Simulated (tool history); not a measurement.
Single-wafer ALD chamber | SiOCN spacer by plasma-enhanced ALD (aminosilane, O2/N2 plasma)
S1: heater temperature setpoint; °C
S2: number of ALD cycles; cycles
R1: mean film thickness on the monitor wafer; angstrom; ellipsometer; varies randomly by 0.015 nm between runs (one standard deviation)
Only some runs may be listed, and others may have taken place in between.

run 1 hour=0 | S1=415 S2=70 | R1=38.715
run 2 hour=2.9 | S1=417 S2=68 | R1=37.475
run 3 hour=3.6 | S1=418 S2=66 | R1=36.348
run 4 hour=4.8 | S1=426 S2=66 | R1=35.478
run 5 hour=8.2 | S1=427 S2=64 | R1=34.28
run 6 hour=14.7 | S1=428 S2=63 | R1=33.732

Estimate the outcome of run 7 from the log above:
run 7 hour=19.1 | S1=429 S2=62 | R1=?

R1: 32.953 angstrom
